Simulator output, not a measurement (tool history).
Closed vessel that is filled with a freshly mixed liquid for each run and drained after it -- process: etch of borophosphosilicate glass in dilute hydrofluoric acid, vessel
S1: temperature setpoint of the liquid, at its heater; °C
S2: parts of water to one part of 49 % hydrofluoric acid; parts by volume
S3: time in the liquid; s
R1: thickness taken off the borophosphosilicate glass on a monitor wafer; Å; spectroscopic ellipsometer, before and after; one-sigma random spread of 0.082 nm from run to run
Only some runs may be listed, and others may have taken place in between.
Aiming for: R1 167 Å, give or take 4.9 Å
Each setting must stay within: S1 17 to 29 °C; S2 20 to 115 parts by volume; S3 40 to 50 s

run 1 hour=0 | S1=21 S2=65 S3=50 | R1=253.6
run 2 hour=6.8 | S1=21 S2=65 S3=50 | R1=251.97
run 3 hour=11 | S1=21 S2=55 S3=50 | R1=301.62
run 4 hour=14.1 | S1=18 S2=55 S3=50 | R1=266.65
run 5 hour=15.7 | S1=20.5 S2=55 S3=50 | R1=293.5
run 6 hour=17 | S1=20.5 S2=45 S3=50 | R1=364.97
run 7 hour=25.3 | S1=20 S2=50 S3=50 | R1=316.77
run 8 hour=31.6 | S1=20 S2=50 S3=50 | R1=318.58
run 9 hour=34 | S1=17 S2=75 S3=50 | R1=182.18

Exactly one of the 4 candidate moves below puts every result within its allowed miss. Which one?
run A hour=36.4 | S1=18 S2=80 S3=45 | R1=?
run B hour=36.4 | S1=17 S2=70 S3=40 | R1=?
run C hour=36.4 | S1=20.5 S2=90 S3=45 | R1=?
run D hour=36.4 | S1=21 S2=85 S3=45 | R1=?

move=A R1=159.93
move=B R1=157.4
move=C R1=156.04
move=D R1=169.63
A: moves the result that the last run missed by most past its target, out the other side
B: moves the result that the last run missed by most past its target, out the other side
C: moves the result that the last run missed by most past its target, out the other side
D: all results land within tolerance of their targets
The move that meets every target is D.
